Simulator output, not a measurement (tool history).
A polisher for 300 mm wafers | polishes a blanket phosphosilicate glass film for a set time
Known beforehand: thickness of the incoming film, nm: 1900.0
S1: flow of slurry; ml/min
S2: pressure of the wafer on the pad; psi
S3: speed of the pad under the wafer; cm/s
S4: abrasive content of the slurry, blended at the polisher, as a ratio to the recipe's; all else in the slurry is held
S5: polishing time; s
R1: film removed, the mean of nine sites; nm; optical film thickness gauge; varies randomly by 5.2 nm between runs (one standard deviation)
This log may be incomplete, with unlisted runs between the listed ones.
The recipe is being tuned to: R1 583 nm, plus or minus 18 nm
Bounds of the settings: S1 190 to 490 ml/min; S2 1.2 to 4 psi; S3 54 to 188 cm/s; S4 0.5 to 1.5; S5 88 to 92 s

run  hour   S1   S2   S3   S4  S5      R1
  1     0  315  2.6  120    1  88  713.65
  2   0.8  315  2.6  120  1.2  88  770.95
  3   6.5  315  2.4  120  1.2  88  727.17
  4   7.3  315  2.4  108  1.2  88  672.47
  5  11.9  315    2  108  1.2  88  608.16
  6  17.9  315    2  108  1.4  88  654.43
  7  21.7  315  1.9  108  1.4  88  630.26
  8  26.4  315  1.8  108  1.4  88  611.87

Which of these 5 next moves meets every target?
  A  31.1  290  1.8  112  1.3  90   ?
  B  31.1  280  1.5  132  1.4  91   ?
  C  31.1  360  1.8   98  1.5  88   ?
  D  31.1  255  2.2   98  1.3  91   ?
  E  31.1  430  1.3  140  1.2  92   ?

move      R1
   A  629.13
   B  677.31
   C     591
   D  634.52
   E  648.69
A: the biggest miss grows against the last run
B: the biggest miss grows against the last run
C: meets every target
D: the biggest miss grows against the last run
E: the biggest miss grows against the last run
Correct choice: C, which meets every target
